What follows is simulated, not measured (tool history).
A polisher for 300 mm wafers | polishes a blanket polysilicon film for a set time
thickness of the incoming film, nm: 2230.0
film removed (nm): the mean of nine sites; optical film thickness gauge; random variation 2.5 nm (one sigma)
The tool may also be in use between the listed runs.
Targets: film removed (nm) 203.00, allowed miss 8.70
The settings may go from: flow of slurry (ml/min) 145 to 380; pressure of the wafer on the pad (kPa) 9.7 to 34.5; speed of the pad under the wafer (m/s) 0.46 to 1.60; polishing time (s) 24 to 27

run,hour,flow of slurry (ml/min),pressure of the wafer on the pad (kPa),speed of the pad under the wafer (m/s),polishing time (s),film removed (nm)
1,0.0,245,22.1,1.02,27,263.95
2,3.9,245,22.1,1.02,27,274.21
3,8.9,245,24.8,1.02,27,303.69
4,10.1,245,24.8,1.16,27,343.06
5,15.1,190,24.8,1.16,27,326.61
6,20.4,190,22.8,1.16,27,302.30
# hour 23.3: slurry nozzle cleaned
7,23.3,190,20.7,1.16,27,297.12
8,31.4,190,20.7,1.16,27,289.05

4 next moves are on the table. One of them brings every result within its allowed miss. Which?
A,39.5,145,21.4,1.06,24,?
B,39.5,235,22.1,1.20,27,?
C,39.5,185,21.4,1.02,25,?
D,39.5,235,17.9,0.88,27,?

move,film removed (nm)
A,241.53
B,333.38
C,249.40
D,201.88
A: nearer than the last run, and not there yet
B: further off than the last run
C: nearer than the last run, and not there yet
D: meets every target
Move D is the one to make.
